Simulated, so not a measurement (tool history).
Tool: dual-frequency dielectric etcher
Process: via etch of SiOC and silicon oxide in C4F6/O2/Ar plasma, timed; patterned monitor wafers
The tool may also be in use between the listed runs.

run	hour	source power (W)	bias power (W)	etch time (s)	mean etch depth across the wafer (nm)
1	0.0	400	193	84.5	103.690
2	1.4	400	180	84.5	101.090
3	3.5	390	179	84.5	99.392
4	4.2	380	179	84.5	97.571
5	5.1	370	179	84.5	96.136
6	8.7	300	179	84.5	87.441

Run 7 has not been measured yet. What should we expect?
7	9.7	310	180	84.5	?

mean etch depth across the wafer (nm): 88.905
